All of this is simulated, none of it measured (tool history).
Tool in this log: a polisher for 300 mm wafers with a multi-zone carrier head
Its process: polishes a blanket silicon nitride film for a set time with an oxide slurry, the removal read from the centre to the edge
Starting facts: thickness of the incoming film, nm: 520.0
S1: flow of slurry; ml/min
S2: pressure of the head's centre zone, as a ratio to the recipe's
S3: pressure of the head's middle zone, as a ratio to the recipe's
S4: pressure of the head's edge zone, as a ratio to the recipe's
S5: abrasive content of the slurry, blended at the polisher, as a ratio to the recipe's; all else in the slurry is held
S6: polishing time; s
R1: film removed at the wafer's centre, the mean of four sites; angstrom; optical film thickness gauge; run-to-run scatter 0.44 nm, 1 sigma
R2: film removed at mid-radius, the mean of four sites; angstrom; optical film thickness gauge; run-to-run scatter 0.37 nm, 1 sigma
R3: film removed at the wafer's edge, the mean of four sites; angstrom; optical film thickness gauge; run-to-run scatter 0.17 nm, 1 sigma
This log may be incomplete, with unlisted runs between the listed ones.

| run | hour | S1 | S2 | S3 | S4 | S5 | S6 | R1 | R2 | R3 |
|---|---|---|---|---|---|---|---|---|---|---|
| 1 | 0.0 | 290 | 1.00 | 1.00 | 1.00 | 1.00 | 55 | 436.29 | 450.62 | 421.45 |
| 2 | 7.3 | 290 | 1.01 | 0.98 | 0.97 | 0.90 | 53 | 413.51 | 414.94 | 383.00 |
| 3 | 14.4 | 285 | 1.01 | 0.95 | 0.95 | 0.80 | 52 | 391.10 | 376.79 | 353.11 |
| 4 | 21.8 | 285 | 1.06 | 0.95 | 0.95 | 0.80 | 52 | 398.64 | 370.35 | 359.21 |
| 5 | 28.1 | 285 | 1.06 | 0.95 | 0.95 | 0.80 | 46 | 361.61 | 323.59 | 313.81 |
| 6 | 36.5 | 280 | 1.05 | 0.94 | 0.93 | 0.75 | 46 | 345.70 | 316.58 | 301.54 |

The next listed run, before its measurement:
| 7 | 38.1 | 270 | 1.05 | 0.93 | 0.91 | 0.75 | 46 | ? | ? | ? |

For run 7 the tool returned R1 350.62 angstrom, R2 316.63 angstrom, R3 300.97 angstrom.

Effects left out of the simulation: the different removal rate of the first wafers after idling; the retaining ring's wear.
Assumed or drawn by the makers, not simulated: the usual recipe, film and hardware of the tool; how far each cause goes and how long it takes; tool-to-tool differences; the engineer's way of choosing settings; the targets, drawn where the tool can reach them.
